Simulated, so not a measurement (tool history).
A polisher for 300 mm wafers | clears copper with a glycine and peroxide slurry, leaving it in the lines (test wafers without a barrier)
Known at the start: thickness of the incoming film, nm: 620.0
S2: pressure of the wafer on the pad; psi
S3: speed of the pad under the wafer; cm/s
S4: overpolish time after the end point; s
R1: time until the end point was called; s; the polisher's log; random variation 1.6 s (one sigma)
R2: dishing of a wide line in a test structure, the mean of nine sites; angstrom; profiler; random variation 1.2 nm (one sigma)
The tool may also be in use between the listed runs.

run 1 hour=0.0 | flow_of_slurry_(ml/min)=155 S2=2.4 S3=112 S4=21 | R1=104.41 R2=776.86
run 2 hour=3.0 | flow_of_slurry_(ml/min)=155 S2=2.4 S3=112 S4=19 | R1=105.44 R2=733.78
run 3 hour=8.9 | flow_of_slurry_(ml/min)=155 S2=2.1 S3=112 S4=19 | R1=118.07 R2=668.13
run 4 hour=16.8 | flow_of_slurry_(ml/min)=155 S2=2.2 S3=112 S4=18 | R1=115.99 R2=656.53
run 5 hour=21.7 | flow_of_slurry_(ml/min)=155 S2=1.9 S3=112 S4=18 | R1=126.31 R2=569.72
run 6 hour=24.1 | flow_of_slurry_(ml/min)=155 S2=2.0 S3=114 S4=17 | R1=121.78 R2=569.12
run 7 hour=30.4 | flow_of_slurry_(ml/min)=155 S2=2.1 S3=116 S4=16 | R1=115.40 R2=565.68

Forecast run 8:
run 8 hour=31.4 | flow_of_slurry_(ml/min)=155 S2=2.1 S3=118 S4=16 | R1=? R2=?

Run 8 gave R1 111.39 s, R2 621.71 angstrom.
